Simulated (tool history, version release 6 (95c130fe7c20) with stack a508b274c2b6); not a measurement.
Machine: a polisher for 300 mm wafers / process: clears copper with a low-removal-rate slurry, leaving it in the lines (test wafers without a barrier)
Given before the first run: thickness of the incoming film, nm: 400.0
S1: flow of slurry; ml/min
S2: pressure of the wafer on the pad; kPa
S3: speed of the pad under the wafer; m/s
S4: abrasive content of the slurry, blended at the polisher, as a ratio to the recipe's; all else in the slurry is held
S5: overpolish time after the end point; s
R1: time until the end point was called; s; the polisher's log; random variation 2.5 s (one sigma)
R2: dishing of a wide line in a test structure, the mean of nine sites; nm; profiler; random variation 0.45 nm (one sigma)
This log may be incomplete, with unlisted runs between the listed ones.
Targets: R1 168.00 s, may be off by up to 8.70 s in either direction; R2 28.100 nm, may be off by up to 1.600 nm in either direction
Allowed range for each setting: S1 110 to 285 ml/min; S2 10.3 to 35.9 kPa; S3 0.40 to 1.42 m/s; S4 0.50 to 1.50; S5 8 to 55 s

| run | day | S1 | S2 | S3 | S4 | S5 | R1 | R2 |
|---|---|---|---|---|---|---|---|---|
| 1 | 0.000 | 180 | 22.8 | 0.90 | 1.00 | 28 | 150.12 | 47.478 |
| 2 | 0.312 | 180 | 22.8 | 0.90 | 1.00 | 32 | 149.94 | 51.831 |
| 3 | 0.383 | 180 | 22.1 | 0.90 | 1.00 | 28 | 151.90 | 46.988 |
| 4 | 0.567 | 180 | 21.4 | 0.90 | 1.00 | 24 | 160.79 | 41.595 |
| 5 | 0.892 | 180 | 21.4 | 0.90 | 1.00 | 13 | 160.38 | 24.772 |
| 6 | 0.958 | 180 | 26.2 | 0.90 | 1.00 | 13 | 131.95 | 29.719 |
| 7 | 1.021 | 180 | 24.8 | 0.90 | 1.00 | 14 | 134.73 | 29.774 |
| 8 | 1.046 | 180 | 24.8 | 0.90 | 1.00 | 14 | 139.24 | 30.167 |
| 9 | 1.079 | 180 | 24.1 | 0.90 | 1.00 | 14 | 138.74 | 28.725 |
| 10 | 1.225 | 180 | 23.4 | 0.90 | 1.00 | 15 | 147.25 | 30.584 |
| 11 | 1.271 | 180 | 23.4 | 0.90 | 1.00 | 15 | 149.69 | 29.798 |
| 12 | 1.396 | 180 | 22.8 | 0.90 | 1.00 | 15 | 145.68 | 29.200 |
| 13 | 1.517 | 180 | 22.1 | 0.90 | 1.00 | 15 | 154.18 | 28.394 |

Of the 4 settings listed for the next run, only one would bring every result within its allowed miss of target. Which one?
| A | 1.638 | 180 | 20.0 | 0.90 | 1.00 | 16 | ? | ? |
| B | 1.638 | 150 | 22.8 | 0.96 | 1.05 | 12 | ? | ? |
| C | 1.638 | 175 | 24.1 | 1.02 | 0.90 | 13 | ? | ? |
| D | 1.638 | 190 | 22.1 | 0.84 | 1.25 | 15 | ? | ? |

| move | R1 | R2 |
|---|---|---|
| A | 171.72 | 27.401 |
| B | 144.92 | 24.916 |
| C | 131.34 | 29.060 |
| D | 155.27 | 28.368 |
A: meets every target
B: misses by more than the last run did
C: misses by more than the last run did
D: better than the last run, though not everything is in spec
So the answer is move A, the one that meets all the targets.
